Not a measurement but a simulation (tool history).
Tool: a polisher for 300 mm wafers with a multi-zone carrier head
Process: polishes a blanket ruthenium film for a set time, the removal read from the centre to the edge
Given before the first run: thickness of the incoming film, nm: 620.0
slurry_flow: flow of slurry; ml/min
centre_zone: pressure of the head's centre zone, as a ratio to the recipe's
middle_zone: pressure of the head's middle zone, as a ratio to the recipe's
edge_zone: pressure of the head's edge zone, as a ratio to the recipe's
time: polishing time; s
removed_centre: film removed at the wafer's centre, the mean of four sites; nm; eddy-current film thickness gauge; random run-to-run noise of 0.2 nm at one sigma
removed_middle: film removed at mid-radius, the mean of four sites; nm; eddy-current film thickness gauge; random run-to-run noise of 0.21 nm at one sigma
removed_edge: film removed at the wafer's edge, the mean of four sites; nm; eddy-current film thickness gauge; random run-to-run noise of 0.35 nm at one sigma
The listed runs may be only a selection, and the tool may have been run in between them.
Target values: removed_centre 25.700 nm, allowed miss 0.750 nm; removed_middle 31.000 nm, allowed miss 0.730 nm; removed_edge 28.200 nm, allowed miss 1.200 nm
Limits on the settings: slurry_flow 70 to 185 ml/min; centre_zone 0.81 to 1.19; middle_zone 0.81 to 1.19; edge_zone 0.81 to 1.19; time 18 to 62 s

run 1 day=0.000 | slurry_flow=120 centre_zone=1.00 middle_zone=1.00 edge_zone=1.00 time=40 | removed_centre=31.970 removed_middle=31.631 removed_edge=31.963
run 2 day=0.125 | slurry_flow=120 centre_zone=1.00 middle_zone=1.00 edge_zone=0.92 time=40 | removed_centre=31.760 removed_middle=31.391 removed_edge=31.598
run 3 day=0.217 | slurry_flow=110 centre_zone=0.98 middle_zone=1.03 edge_zone=0.90 time=39 | removed_centre=29.589 removed_middle=30.558 removed_edge=29.879
run 4 day=0.442 | slurry_flow=110 centre_zone=0.98 middle_zone=1.03 edge_zone=0.85 time=39 | removed_centre=29.096 removed_middle=30.651 removed_edge=28.536
run 5 day=0.583 | slurry_flow=110 centre_zone=0.98 middle_zone=1.10 edge_zone=0.85 time=39 | removed_centre=29.485 removed_middle=32.469 removed_edge=28.518
run 6 day=0.938 | slurry_flow=110 centre_zone=1.02 middle_zone=1.10 edge_zone=0.85 time=39 | removed_centre=30.435 removed_middle=32.352 removed_edge=28.949
run 7 day=1.038 | slurry_flow=100 centre_zone=0.99 middle_zone=1.11 edge_zone=0.87 time=39 | removed_centre=29.136 removed_middle=31.971 removed_edge=28.610
run 8 day=1.254 | slurry_flow=90 centre_zone=0.97 middle_zone=1.12 edge_zone=0.89 time=39 | removed_centre=26.932 removed_middle=30.901 removed_edge=28.036
run 9 day=1.608 | slurry_flow=90 centre_zone=0.96 middle_zone=1.13 edge_zone=0.90 time=39 | removed_centre=26.526 removed_middle=31.043 removed_edge=27.475
run 10 day=1.683 | slurry_flow=90 centre_zone=0.95 middle_zone=1.13 edge_zone=0.92 time=39 | removed_centre=26.945 removed_middle=31.367 removed_edge=28.637

5 candidate next runs follow, results not yet known. Just one meets every target within its allowed miss. Identify it.
run A day=1.758 | slurry_flow=90 centre_zone=0.95 middle_zone=1.10 edge_zone=0.96 time=38 | removed_centre=? removed_middle=? removed_edge=?
run B day=1.758 | slurry_flow=110 centre_zone=0.81 middle_zone=1.03 edge_zone=0.96 time=41 | removed_centre=? removed_middle=? removed_edge=?
run C day=1.758 | slurry_flow=90 centre_zone=0.91 middle_zone=1.12 edge_zone=0.88 time=39 | removed_centre=? removed_middle=? removed_edge=?
run D day=1.758 | slurry_flow=90 centre_zone=0.94 middle_zone=1.00 edge_zone=1.01 time=41 | removed_centre=? removed_middle=? removed_edge=?
run E day=1.758 | slurry_flow=105 centre_zone=0.98 middle_zone=1.19 edge_zone=0.83 time=35 | removed_centre=? removed_middle=? removed_edge=?

move=A removed_centre=25.931 removed_middle=29.890 removed_edge=28.578
move=B removed_centre=25.969 removed_middle=32.559 removed_edge=32.243
move=C removed_centre=25.563 removed_middle=31.163 removed_edge=28.420
move=D removed_centre=27.682 removed_middle=29.739 removed_edge=31.469
move=E removed_centre=26.113 removed_middle=31.006 removed_edge=25.845
A: meets the target for the result that was furthest off, but another lies outside its allowed miss
B: meets the target for the result that was furthest off, but another lies outside its allowed miss
C: hits every target within its allowed miss
D: the biggest miss grows against the last run
E: meets the target for the result that was furthest off, but another lies outside its allowed miss
Correct choice: C, which meets every target
